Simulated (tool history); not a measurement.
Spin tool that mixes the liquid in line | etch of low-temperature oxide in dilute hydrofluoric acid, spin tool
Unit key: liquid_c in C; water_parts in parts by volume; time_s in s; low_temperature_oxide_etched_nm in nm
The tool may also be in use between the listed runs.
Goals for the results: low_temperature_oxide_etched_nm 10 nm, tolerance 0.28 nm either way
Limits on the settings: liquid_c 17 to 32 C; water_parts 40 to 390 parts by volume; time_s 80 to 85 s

| run | hour | liquid_c | water_parts | time_s | low_temperature_oxide_etched_nm |
|---|---|---|---|---|---|
| 1 | 0 | 24 | 215 | 80 | 11.364 |
| 2 | 1.2 | 24 | 145 | 80 | 18.084 |
| 3 | 4.9 | 26 | 145 | 80 | 19.397 |
| 4 | 9.9 | 26 | 190 | 80 | 14.095 |
| 5 | 11.8 | 26 | 190 | 80 | 14.071 |
| 6 | 16.7 | 24 | 195 | 80 | 12.716 |
| 7 | 25.5 | 22 | 195 | 80 | 11.793 |
| 8 | 26.6 | 21 | 195 | 80 | 11.164 |
| 9 | 28.1 | 20.5 | 195 | 80 | 11.206 |
| 10 | 33.8 | 17 | 200 | 80 | 9.5266 |
| 11 | 40.7 | 17.5 | 200 | 80 | 9.581 |

Pick the move, out of 5, that brings all results within their allowed miss; only one does.
| A | 47.6 | 17.5 | 205 | 80 | ? |
| B | 47.6 | 20 | 225 | 80 | ? |
| C | 47.6 | 20 | 210 | 80 | ? |
| D | 47.6 | 19 | 220 | 80 | ? |
| E | 47.6 | 17 | 205 | 80 | ? |

| move | low_temperature_oxide_etched_nm |
|---|---|
| A | 9.3956 |
| B | 9.2572 |
| C | 10.063 |
| D | 9.1549 |
| E | 9.2111 |
A: moves away from the targets compared with the last run
B: moves away from the targets compared with the last run
C: each result inside its tolerance
D: moves away from the targets compared with the last run
E: moves away from the targets compared with the last run
The right move is C.
